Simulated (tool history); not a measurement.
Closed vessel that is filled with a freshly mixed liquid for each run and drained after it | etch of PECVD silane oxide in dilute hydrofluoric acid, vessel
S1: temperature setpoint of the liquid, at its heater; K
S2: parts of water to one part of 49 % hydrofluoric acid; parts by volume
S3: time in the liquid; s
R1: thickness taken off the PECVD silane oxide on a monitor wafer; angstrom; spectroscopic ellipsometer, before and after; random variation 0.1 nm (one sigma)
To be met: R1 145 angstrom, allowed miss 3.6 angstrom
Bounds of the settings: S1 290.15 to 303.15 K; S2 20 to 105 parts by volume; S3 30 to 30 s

run,day,S1,S2,S3,R1
1,0,295.15,55,30,86.907
2,0.346,295.15,65,30,72.3
3,0.533,292.65,65,30,65.955
4,0.65,294.65,60,30,77.696
5,0.779,294.65,60,30,78.567
6,0.883,294.65,40,30,119.02
7,1.096,295.65,40,30,125.03
8,1.258,296.15,40,30,128.38
# day 1.608: hydrofluoric acid flow meter replaced
9,1.608,296.65,40,30,115.08
10,1.804,296.15,40,30,114.86
11,2.175,296.15,40,30,112.59
12,2.208,296.15,35,30,129.62
13,2.296,297.15,35,30,133.49

4 next moves are on the table. One of them brings every result within its allowed miss. Which?
A,2.383,298.65,40,30,?
B,2.383,295.15,30,30,?
C,2.383,296.65,35,30,?
D,2.383,297.65,35,30,?

move,R1
A,125.81
B,146.89
C,133.26
D,138.93
A: further off than the last run
B: meets every target
C: as far off as the last run
D: nearer than the last run, and not there yet
The right move is B.
